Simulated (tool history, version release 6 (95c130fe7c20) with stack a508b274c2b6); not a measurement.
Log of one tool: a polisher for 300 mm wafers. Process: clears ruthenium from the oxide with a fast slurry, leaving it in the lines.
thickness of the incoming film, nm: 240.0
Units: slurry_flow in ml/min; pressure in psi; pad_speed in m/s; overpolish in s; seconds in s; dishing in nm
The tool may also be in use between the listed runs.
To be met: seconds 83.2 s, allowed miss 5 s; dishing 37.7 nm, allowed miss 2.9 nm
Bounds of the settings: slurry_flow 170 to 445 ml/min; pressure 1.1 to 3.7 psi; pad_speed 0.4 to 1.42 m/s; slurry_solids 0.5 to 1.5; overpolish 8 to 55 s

{"run": 1, "hour": 0.0, "slurry_flow": 285, "pressure": 2.4, "pad_speed": 0.9, "slurry_solids": 1, "overpolish": 28, "seconds": 83.588, "dishing": 62.898}
{"run": 2, "hour": 1.4, "slurry_flow": 285, "pressure": 2.4, "pad_speed": 0.9, "slurry_solids": 1, "overpolish": 24, "seconds": 83.216, "dishing": 58.309}
{"run": 3, "hour": 7.9, "slurry_flow": 285, "pressure": 2.4, "pad_speed": 1.02, "slurry_solids": 1, "overpolish": 24, "seconds": 73.594, "dishing": 61.991}
{"run": 4, "hour": 12.9, "slurry_flow": 285, "pressure": 2.3, "pad_speed": 1.02, "slurry_solids": 1, "overpolish": 21, "seconds": 80.065, "dishing": 51.995}
{"run": 5, "hour": 13.4, "slurry_flow": 285, "pressure": 2.3, "pad_speed": 1.02, "slurry_solids": 1, "overpolish": 11, "seconds": 78.652, "dishing": 30.481}
{"run": 6, "hour": 15.1, "slurry_flow": 285, "pressure": 2.6, "pad_speed": 1.02, "slurry_solids": 1, "overpolish": 11, "seconds": 70.796, "dishing": 34.272}
{"run": 7, "hour": 17.5, "slurry_flow": 285, "pressure": 2.2, "pad_speed": 0.98, "slurry_solids": 1, "overpolish": 21, "seconds": 86.138, "dishing": 47.59}
{"run": 8, "hour": 20.9, "slurry_flow": 285, "pressure": 2.2, "pad_speed": 0.98, "slurry_solids": 1, "overpolish": 21, "seconds": 84.559, "dishing": 51.615}
{"run": 9, "hour": 29.3, "slurry_flow": 285, "pressure": 2.3, "pad_speed": 0.96, "slurry_solids": 1, "overpolish": 20, "seconds": 82.644, "dishing": 47.114}
{"run": 10, "hour": 34.1, "slurry_flow": 285, "pressure": 2.4, "pad_speed": 0.9, "slurry_solids": 1, "overpolish": 13, "seconds": 81.096, "dishing": 33.176}

Which of these 4 next moves meets every target?
{"run": "A", "hour": 38.9, "slurry_flow": 245, "pressure": 2.5, "pad_speed": 0.94, "slurry_solids": 0.85, "overpolish": 13, "seconds": "?", "dishing": "?"}
{"run": "B", "hour": 38.9, "slurry_flow": 225, "pressure": 2.4, "pad_speed": 0.92, "slurry_solids": 0.95, "overpolish": 12, "seconds": "?", "dishing": "?"}
{"run": "C", "hour": 38.9, "slurry_flow": 275, "pressure": 2.6, "pad_speed": 0.8, "slurry_solids": 1, "overpolish": 15, "seconds": "?", "dishing": "?"}
{"run": "D", "hour": 38.9, "slurry_flow": 290, "pressure": 2.2, "pad_speed": 1, "slurry_solids": 1.1, "overpolish": 10, "seconds": "?", "dishing": "?"}

move=A seconds=90.214 dishing=30.361
move=B seconds=88.211 dishing=28.818
move=C seconds=84.34 dishing=36.634
move=D seconds=79.788 dishing=26.743
A: further off than the last run
B: further off than the last run
C: meets every target
D: further off than the last run
Answer: C

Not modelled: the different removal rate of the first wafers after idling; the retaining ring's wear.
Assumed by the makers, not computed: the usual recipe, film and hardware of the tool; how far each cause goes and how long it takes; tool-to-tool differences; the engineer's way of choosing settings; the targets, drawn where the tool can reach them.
